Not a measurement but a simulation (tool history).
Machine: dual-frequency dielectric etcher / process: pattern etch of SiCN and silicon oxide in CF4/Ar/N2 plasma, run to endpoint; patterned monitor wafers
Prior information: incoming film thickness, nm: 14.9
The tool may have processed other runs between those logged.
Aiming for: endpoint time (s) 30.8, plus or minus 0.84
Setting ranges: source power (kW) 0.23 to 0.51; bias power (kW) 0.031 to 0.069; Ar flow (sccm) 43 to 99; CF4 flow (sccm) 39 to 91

{"run": 1, "hour": 0.0, "source power (kW)": 0.37, "bias power (kW)": 0.05, "Ar flow (sccm)": 71, "CF4 flow (sccm)": 65, "endpoint time (s)": 22.275}
{"run": 2, "hour": 8.8, "source power (kW)": 0.34, "bias power (kW)": 0.05, "Ar flow (sccm)": 71, "CF4 flow (sccm)": 65, "endpoint time (s)": 23.922}
{"run": 3, "hour": 16.8, "source power (kW)": 0.31, "bias power (kW)": 0.049, "Ar flow (sccm)": 71, "CF4 flow (sccm)": 65, "endpoint time (s)": 25.633}
{"run": 4, "hour": 18.0, "source power (kW)": 0.34, "bias power (kW)": 0.049, "Ar flow (sccm)": 71, "CF4 flow (sccm)": 65, "endpoint time (s)": 23.898}
{"run": 5, "hour": 24.5, "source power (kW)": 0.39, "bias power (kW)": 0.049, "Ar flow (sccm)": 71, "CF4 flow (sccm)": 65, "endpoint time (s)": 21.426}
{"run": 6, "hour": 32.8, "source power (kW)": 0.34, "bias power (kW)": 0.048, "Ar flow (sccm)": 72, "CF4 flow (sccm)": 65, "endpoint time (s)": 24.119}
{"run": 7, "hour": 33.5, "source power (kW)": 0.31, "bias power (kW)": 0.047, "Ar flow (sccm)": 72, "CF4 flow (sccm)": 65, "endpoint time (s)": 25.815}
{"run": 8, "hour": 40.5, "source power (kW)": 0.29, "bias power (kW)": 0.046, "Ar flow (sccm)": 72, "CF4 flow (sccm)": 65, "endpoint time (s)": 27.445}
{"run": 9, "hour": 42.2, "source power (kW)": 0.28, "bias power (kW)": 0.046, "Ar flow (sccm)": 72, "CF4 flow (sccm)": 65, "endpoint time (s)": 28.244}
{"run": 10, "hour": 45.6, "source power (kW)": 0.27, "bias power (kW)": 0.046, "Ar flow (sccm)": 72, "CF4 flow (sccm)": 65, "endpoint time (s)": 28.89}
{"run": 11, "hour": 52.4, "source power (kW)": 0.26, "bias power (kW)": 0.046, "Ar flow (sccm)": 72, "CF4 flow (sccm)": 65, "endpoint time (s)": 29.636}

5 candidate next runs follow, results not yet known. Just one meets every target within its allowed miss. Identify it.
{"run": "A", "hour": 59.2, "source power (kW)": 0.26, "bias power (kW)": 0.044, "Ar flow (sccm)": 51, "CF4 flow (sccm)": 56, "endpoint time (s)": "?"}
{"run": "B", "hour": 59.2, "source power (kW)": 0.25, "bias power (kW)": 0.044, "Ar flow (sccm)": 67, "CF4 flow (sccm)": 58, "endpoint time (s)": "?"}
{"run": "C", "hour": 59.2, "source power (kW)": 0.27, "bias power (kW)": 0.044, "Ar flow (sccm)": 77, "CF4 flow (sccm)": 66, "endpoint time (s)": "?"}
{"run": "D", "hour": 59.2, "source power (kW)": 0.26, "bias power (kW)": 0.051, "Ar flow (sccm)": 69, "CF4 flow (sccm)": 75, "endpoint time (s)": "?"}
{"run": "E", "hour": 59.2, "source power (kW)": 0.27, "bias power (kW)": 0.034, "Ar flow (sccm)": 64, "CF4 flow (sccm)": 77, "endpoint time (s)": "?"}

move=A endpoint_time_(s)=29.111
move=B endpoint_time_(s)=31.01
move=C endpoint_time_(s)=29.336
move=D endpoint_time_(s)=28.331
move=E endpoint_time_(s)=29.145
A: further off than the last run
B: meets every target
C: further off than the last run
D: further off than the last run
E: further off than the last run
B meets every target.
